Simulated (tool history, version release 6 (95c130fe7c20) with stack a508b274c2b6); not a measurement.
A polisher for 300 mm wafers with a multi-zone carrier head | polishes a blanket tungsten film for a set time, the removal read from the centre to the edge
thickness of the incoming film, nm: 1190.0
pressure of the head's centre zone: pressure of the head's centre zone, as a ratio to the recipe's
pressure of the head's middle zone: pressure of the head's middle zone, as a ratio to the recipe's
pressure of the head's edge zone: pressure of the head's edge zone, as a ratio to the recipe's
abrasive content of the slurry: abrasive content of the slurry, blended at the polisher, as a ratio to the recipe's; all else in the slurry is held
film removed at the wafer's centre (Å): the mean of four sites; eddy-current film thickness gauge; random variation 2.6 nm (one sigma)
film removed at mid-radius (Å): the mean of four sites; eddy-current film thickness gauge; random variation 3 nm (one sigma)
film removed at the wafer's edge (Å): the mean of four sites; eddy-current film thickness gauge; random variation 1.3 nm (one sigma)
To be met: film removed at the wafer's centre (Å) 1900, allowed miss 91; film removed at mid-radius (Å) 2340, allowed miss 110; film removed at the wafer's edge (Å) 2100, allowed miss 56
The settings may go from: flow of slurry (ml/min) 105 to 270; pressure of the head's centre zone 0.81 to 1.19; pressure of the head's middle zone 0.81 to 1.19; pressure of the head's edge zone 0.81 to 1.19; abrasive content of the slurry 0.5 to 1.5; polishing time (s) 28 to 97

run	hour	flow of slurry (ml/min)	pressure of the head's centre zone	pressure of the head's middle zone	pressure of the head's edge zone	abrasive content of the slurry	polishing time (s)	film removed at the wafer's centre (Å)	film removed at mid-radius (Å)	film removed at the wafer's edge (Å)
1	0	175	1	1	1	1	62	4059.1	4070.3	3964.9
2	3.3	175	1	1	1.06	1	62	3919.2	4074.5	4063.6
3	11.6	175	1	1	1.01	1	62	3953.9	4048	3984.7
4	18.6	175	1.03	1	1.01	1	62	4027.9	4059.8	3996.7
5	26.2	165	0.99	1.02	1.02	0.9	55	3314.2	3531.8	3432.4
6	32.5	165	0.95	1.02	1.02	0.9	55	3220.4	3514.4	3497.5
7	38.9	160	0.94	1.04	1	0.8	50	2875.5	3252.8	3052.3
8	43.6	155	0.92	1.04	0.98	0.75	47	2572.4	2931	2797.3
9	48.3	150	0.9	1.05	0.95	0.7	45	2339.2	2841.8	2602.6
10	50.9	145	0.9	1.04	0.92	0.65	44	2227.4	2686.7	2443.3
11	59.6	140	0.89	1.03	0.9	0.6	44	2187.5	2597.5	2373.8
12	67.9	125	0.82	1.03	0.83	0.5	40	1740.7	2295.2	1987.5
13	69	130	0.83	1.03	0.84	0.5	40	1766.4	2266.7	2015.2
14	74.7	135	0.84	1.03	0.84	0.5	40	1797.7	2293.7	2055.9
15	80.4	140	0.85	1.03	0.84	0.5	40	1848.7	2298.4	2025.8

4 next moves are on the table. One of them brings every result within its allowed miss. Which?
A	86.1	155	0.85	0.96	0.81	0.5	39	?	?	?
B	86.1	110	0.9	1.08	0.9	0.5	41	?	?	?
C	86.1	135	0.88	1.05	0.83	0.5	39	?	?	?
D	86.1	160	0.93	0.92	0.84	0.55	40	?	?	?

move	film removed at the wafer's centre (Å)	film removed at mid-radius (Å)	film removed at the wafer's edge (Å)
A	1822.3	2175	1990.3
B	1906.8	2343	2106.1
C	1843.5	2262.5	1979.6
D	2089.3	2212.2	2115
A: further off than the last run
B: meets every target
C: further off than the last run
D: brings the result that was furthest off to its target, and leaves another outside
Move B is the one to make.
